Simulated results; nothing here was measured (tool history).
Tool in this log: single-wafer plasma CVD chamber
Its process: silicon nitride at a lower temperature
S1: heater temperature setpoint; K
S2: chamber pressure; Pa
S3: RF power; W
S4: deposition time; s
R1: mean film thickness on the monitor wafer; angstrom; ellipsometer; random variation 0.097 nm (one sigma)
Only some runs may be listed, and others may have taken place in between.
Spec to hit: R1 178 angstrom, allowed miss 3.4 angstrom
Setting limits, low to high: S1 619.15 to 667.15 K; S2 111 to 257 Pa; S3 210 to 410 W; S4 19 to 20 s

{"run": 1, "hour": 0.0, "S1": 643.15, "S2": 184, "S3": 310, "S4": 20, "R1": 233.18}
{"run": 2, "hour": 7.9, "S1": 643.15, "S2": 200, "S3": 310, "S4": 20, "R1": 237.27}
{"run": 3, "hour": 13.1, "S1": 643.15, "S2": 189, "S3": 295, "S4": 19.9, "R1": 221.51}
{"run": 4, "hour": 15.9, "S1": 643.15, "S2": 179, "S3": 285, "S4": 19.9, "R1": 215.23}
{"run": 5, "hour": 18.3, "S1": 643.15, "S2": 179, "S3": 265, "S4": 19.9, "R1": 196.06}
{"run": 6, "hour": 21.3, "S1": 637.15, "S2": 179, "S3": 265, "S4": 19.9, "R1": 196.49}
{"run": 7, "hour": 28.4, "S1": 637.15, "S2": 169, "S3": 265, "S4": 19.9, "R1": 194.87}
{"run": 8, "hour": 35.8, "S1": 637.15, "S2": 132, "S3": 245, "S4": 19.8, "R1": 170.92}
{"run": 9, "hour": 36.8, "S1": 637.15, "S2": 135, "S3": 245, "S4": 19.8, "R1": 169.69}
{"run": 10, "hour": 41.1, "S1": 637.15, "S2": 139, "S3": 245, "S4": 19.8, "R1": 169.36}
{"run": 11, "hour": 46.5, "S1": 637.15, "S2": 143, "S3": 245, "S4": 19.8, "R1": 172.32}

Which of these 4 next moves meets every target?
{"run": "A", "hour": 51.9, "S1": 627.15, "S2": 159, "S3": 250, "S4": 19.7, "R1": "?"}
{"run": "B", "hour": 51.9, "S1": 637.15, "S2": 155, "S3": 245, "S4": 19, "R1": "?"}
{"run": "C", "hour": 51.9, "S1": 634.15, "S2": 132, "S3": 240, "S4": 19, "R1": "?"}
{"run": "D", "hour": 51.9, "S1": 630.15, "S2": 137, "S3": 245, "S4": 19.6, "R1": "?"}

move=A R1=178.96
move=B R1=166.9
move=C R1=158.52
move=D R1=169.22
A: hits every target within its allowed miss
B: misses by more than the last run did
C: misses by more than the last run did
D: misses by more than the last run did
Move A is the one to make.
